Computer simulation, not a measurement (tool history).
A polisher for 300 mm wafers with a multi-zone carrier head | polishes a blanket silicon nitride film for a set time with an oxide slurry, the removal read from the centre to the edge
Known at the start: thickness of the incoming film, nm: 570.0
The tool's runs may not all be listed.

run  hour  flow of slurry (ml/min)  pressure of the head's centre zone  pressure of the head's middle zone  pressure of the head's edge zone  abrasive content of the slurry  polishing time (s)  film removed at the wafer's centre (angstrom)  film removed at mid-radius (angstrom)  film removed at the wafer's edge (angstrom)
  1   0.0                      150                                1.00                                1.00                              1.00                            1.00                  36                                        134.110                                148.800                                      144.410
  2   5.0                      150                                1.00                                1.00                              1.00                            1.00                  44                                        161.800                                181.890                                      183.860
  3  12.6                      140                                0.98                                0.95                              0.99                            0.85                  38                                        127.020                                139.650                                      143.510
  4  20.3                      135                                0.97                                0.92                              0.98                            0.75                  34                                        109.780                                113.230                                      121.030
     29.0  -- centre zone pressure recalibrated
  5  29.0                      130                                0.95                                0.91                              0.96                            0.65                  32                                        100.940                                100.520                                      104.820
  6  34.8                      130                                0.95                                0.82                              0.96                            0.65                  32                                        101.310                                 88.697                                      104.960

Run 7 comes next. What will it give?
  7  41.7                      125                                0.91                                0.84                              0.95                            0.60                  31                                              ?                                      ?                                            ?

film removed at the wafer's centre (angstrom): 89.595
film removed at mid-radius (angstrom): 86.771
film removed at the wafer's edge (angstrom): 98.444
